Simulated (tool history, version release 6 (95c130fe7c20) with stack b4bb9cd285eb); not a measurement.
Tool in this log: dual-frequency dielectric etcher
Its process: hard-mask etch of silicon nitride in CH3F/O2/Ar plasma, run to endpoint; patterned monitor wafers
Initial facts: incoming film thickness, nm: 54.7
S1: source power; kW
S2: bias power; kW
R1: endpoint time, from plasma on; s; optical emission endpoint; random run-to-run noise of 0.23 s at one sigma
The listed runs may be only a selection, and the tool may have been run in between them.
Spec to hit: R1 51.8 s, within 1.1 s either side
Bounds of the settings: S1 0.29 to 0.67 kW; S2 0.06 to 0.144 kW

{"run": 1, "hour": 0.0, "S1": 0.48, "S2": 0.102, "R1": 59.858}
{"run": 2, "hour": 3.5, "S1": 0.44, "S2": 0.102, "R1": 62.154}
{"run": 3, "hour": 6.6, "S1": 0.35, "S2": 0.102, "R1": 67.698}
{"run": 4, "hour": 8.4, "S1": 0.39, "S2": 0.104, "R1": 64.817}
{"run": 5, "hour": 9.5, "S1": 0.39, "S2": 0.097, "R1": 66.19}
{"run": 6, "hour": 13.6, "S1": 0.39, "S2": 0.104, "R1": 64.582}
{"run": 7, "hour": 14.4, "S1": 0.43, "S2": 0.106, "R1": 61.915}
{"run": 8, "hour": 17.3, "S1": 0.46, "S2": 0.107, "R1": 60}
{"run": 9, "hour": 21.3, "S1": 0.48, "S2": 0.108, "R1": 58.441}
{"run": 10, "hour": 25.8, "S1": 0.58, "S2": 0.114, "R1": 53.97}
{"run": 11, "hour": 29.6, "S1": 0.59, "S2": 0.114, "R1": 52.848}

Of the 5 settings listed for the next run, only one would bring every result within its allowed miss of target. Which one?
{"run": "A", "hour": 33.4, "S1": 0.57, "S2": 0.112, "R1": "?"}
{"run": "B", "hour": 33.4, "S1": 0.57, "S2": 0.109, "R1": "?"}
{"run": "C", "hour": 33.4, "S1": 0.59, "S2": 0.106, "R1": "?"}
{"run": "D", "hour": 33.4, "S1": 0.56, "S2": 0.114, "R1": "?"}
{"run": "E", "hour": 33.4, "S1": 0.61, "S2": 0.119, "R1": "?"}

move=A R1=54.264
move=B R1=54.706
move=C R1=54.393
move=D R1=54.364
move=E R1=51.84
A: lands further from the targets than the last run did
B: lands further from the targets than the last run did
C: lands further from the targets than the last run did
D: lands further from the targets than the last run did
E: every result lands within tolerance
Correct choice: E, which meets every target
